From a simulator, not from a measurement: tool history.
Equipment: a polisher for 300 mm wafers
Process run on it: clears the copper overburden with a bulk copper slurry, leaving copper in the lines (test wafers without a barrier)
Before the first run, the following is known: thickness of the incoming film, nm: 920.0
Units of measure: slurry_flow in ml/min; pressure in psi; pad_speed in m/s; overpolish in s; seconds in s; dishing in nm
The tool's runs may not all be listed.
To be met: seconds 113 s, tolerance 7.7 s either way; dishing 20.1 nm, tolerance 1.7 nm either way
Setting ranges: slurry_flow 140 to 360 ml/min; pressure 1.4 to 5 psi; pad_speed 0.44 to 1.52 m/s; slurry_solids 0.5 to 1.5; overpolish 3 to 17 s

Run 1, day 0: slurry_flow 230 ml/min, pressure 3.2 psi, pad_speed 0.98 m/s, slurry_solids 1, overpolish 9 s. Result: seconds 80.022 s, dishing 65.454 nm.
Run 2, day 0.246: slurry_flow 230 ml/min, pressure 2.6 psi, pad_speed 0.98 m/s, slurry_solids 1, overpolish 9 s. Result: seconds 94.387 s, dishing 57.116 nm.
Run 3, day 0.546: slurry_flow 230 ml/min, pressure 2.6 psi, pad_speed 0.98 m/s, slurry_solids 0.9, overpolish 9 s. Result: seconds 98.065 s, dishing 56.737 nm.
Run 4, day 0.746: slurry_flow 230 ml/min, pressure 3.1 psi, pad_speed 0.98 m/s, slurry_solids 0.9, overpolish 9 s. Result: seconds 82.721 s, dishing 65.383 nm.
Run 5, day 0.804: slurry_flow 255 ml/min, pressure 3.1 psi, pad_speed 0.98 m/s, slurry_solids 0.9, overpolish 9 s. Result: seconds 80.789 s, dishing 65.805 nm.
Run 6, day 0.958: slurry_flow 255 ml/min, pressure 3.6 psi, pad_speed 0.98 m/s, slurry_solids 0.9, overpolish 9 s. Result: seconds 70.285 s, dishing 73.065 nm.
Run 7, day 1.146: slurry_flow 255 ml/min, pressure 3.6 psi, pad_speed 0.98 m/s, slurry_solids 0.9, overpolish 9 s. Result: seconds 70.759 s, dishing 74.317 nm.
Run 8, day 1.412: slurry_flow 250 ml/min, pressure 3.3 psi, pad_speed 0.98 m/s, slurry_solids 0.95, overpolish 8 s. Result: seconds 76.407 s, dishing 64.309 nm.
Run 9, day 1.496: slurry_flow 235 ml/min, pressure 3.1 psi, pad_speed 0.98 m/s, slurry_solids 1, overpolish 7 s. Result: seconds 81.322 s, dishing 55.924 nm.
Run 10, day 1.525: slurry_flow 230 ml/min, pressure 2.9 psi, pad_speed 0.98 m/s, slurry_solids 1.05, overpolish 7 s. Result: seconds 81.484 s, dishing 51.277 nm.
Run 11, day 1.842: slurry_flow 230 ml/min, pressure 2.7 psi, pad_speed 0.96 m/s, slurry_solids 1.1, overpolish 7 s. Result: seconds 91.424 s, dishing 50.309 nm.
Run 12, day 1.871: slurry_flow 165 ml/min, pressure 2.9 psi, pad_speed 0.68 m/s, slurry_solids 0.85, overpolish 3 s. Result: seconds 137.64 s, dishing 16.775 nm.

Which of these 5 next moves meets every target?
Run A, day 1.9: slurry_flow 140 ml/min, pressure 3.2 psi, pad_speed 0.44 m/s, slurry_solids 0.7, overpolish 5 s. Result: seconds ?, dishing ?.
Run B, day 1.9: slurry_flow 190 ml/min, pressure 3.5 psi, pad_speed 0.64 m/s, slurry_solids 0.95, overpolish 3 s. Result: seconds ?, dishing ?.
Run C, day 1.9: slurry_flow 220 ml/min, pressure 2.7 psi, pad_speed 0.48 m/s, slurry_solids 0.8, overpolish 6 s. Result: seconds ?, dishing ?.
Run D, day 1.9: slurry_flow 145 ml/min, pressure 2.7 psi, pad_speed 0.54 m/s, slurry_solids 0.8, overpolish 6 s. Result: seconds ?, dishing ?.
Run E, day 1.9: slurry_flow 190 ml/min, pressure 2.8 psi, pad_speed 0.54 m/s, slurry_solids 0.85, overpolish 3 s. Result: seconds ?, dishing ?.

move  seconds  dishing
   A   205.67   20.566
   B   118.09   21.473
   C   201.46    24.59
   D   193.73   25.467
   E   175.87   14.732
A: lands further from the targets than the last run did
B: every result within its allowed miss
C: lands further from the targets than the last run did
D: lands further from the targets than the last run did
E: lands further from the targets than the last run did
So the answer is move B, the one that meets all the targets.
